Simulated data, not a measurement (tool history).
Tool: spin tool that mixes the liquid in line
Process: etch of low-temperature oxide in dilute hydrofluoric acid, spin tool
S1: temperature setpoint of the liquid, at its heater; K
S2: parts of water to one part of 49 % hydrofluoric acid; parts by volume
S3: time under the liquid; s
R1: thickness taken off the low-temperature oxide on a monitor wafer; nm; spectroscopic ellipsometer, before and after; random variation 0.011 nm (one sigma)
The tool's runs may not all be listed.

Run 1, hour 0.0: S1 298.15 K, S2 190 parts by volume, S3 25 s. Result: R1 2.2429 nm.
Run 2, hour 4.8: S1 298.15 K, S2 190 parts by volume, S3 20 s. Result: R1 1.7719 nm.
Run 3, hour 9.8: S1 296.15 K, S2 190 parts by volume, S3 20 s. Result: R1 1.6634 nm.
Run 4, hour 11.6: S1 297.65 K, S2 190 parts by volume, S3 20 s. Result: R1 1.7499 nm.
Run 5, hour 19.6: S1 297.65 K, S2 190 parts by volume, S3 20 s. Result: R1 1.7453 nm.
Run 6, hour 23.5: S1 296.15 K, S2 190 parts by volume, S3 20 s. Result: R1 1.6557 nm.
Run 7, hour 29.0: S1 294.65 K, S2 190 parts by volume, S3 20 s. Result: R1 1.5809 nm.

Forecast run 8:
Run 8, hour 36.8: S1 293.65 K, S2 190 parts by volume, S3 20 s. Result: R1 ?.

R1: 1.4954 nm
